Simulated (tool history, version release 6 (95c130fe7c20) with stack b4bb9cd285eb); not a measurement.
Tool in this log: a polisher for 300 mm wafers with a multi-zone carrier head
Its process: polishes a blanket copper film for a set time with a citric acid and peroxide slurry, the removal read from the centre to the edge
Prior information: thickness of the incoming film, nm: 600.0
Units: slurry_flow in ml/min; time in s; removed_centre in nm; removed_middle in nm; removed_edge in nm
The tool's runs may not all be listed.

run	hour	slurry_flow	centre_zone	middle_zone	edge_zone	slurry_solids	time	removed_centre	removed_middle	removed_edge
1	0.0	130	1.00	1.00	1.00	1.0	32	52.224	52.832	53.890
2	1.4	130	1.00	1.00	1.00	1.0	36	60.306	58.606	60.952
3	7.5	130	1.00	1.06	1.00	1.0	36	60.789	62.555	60.102
4	15.0	120	0.97	1.07	1.00	1.0	36	57.705	61.110	59.639
5	19.7	115	0.94	1.09	1.00	1.0	36	54.616	61.624	60.709
6	21.6	115	0.94	1.14	1.00	1.0	36	54.888	64.246	57.207

Predict the results of run 7:
7	23.4	105	0.93	1.14	1.00	1.0	36	?	?	?

removed_centre: 53.431 nm
removed_middle: 63.232 nm
removed_edge: 58.305 nm

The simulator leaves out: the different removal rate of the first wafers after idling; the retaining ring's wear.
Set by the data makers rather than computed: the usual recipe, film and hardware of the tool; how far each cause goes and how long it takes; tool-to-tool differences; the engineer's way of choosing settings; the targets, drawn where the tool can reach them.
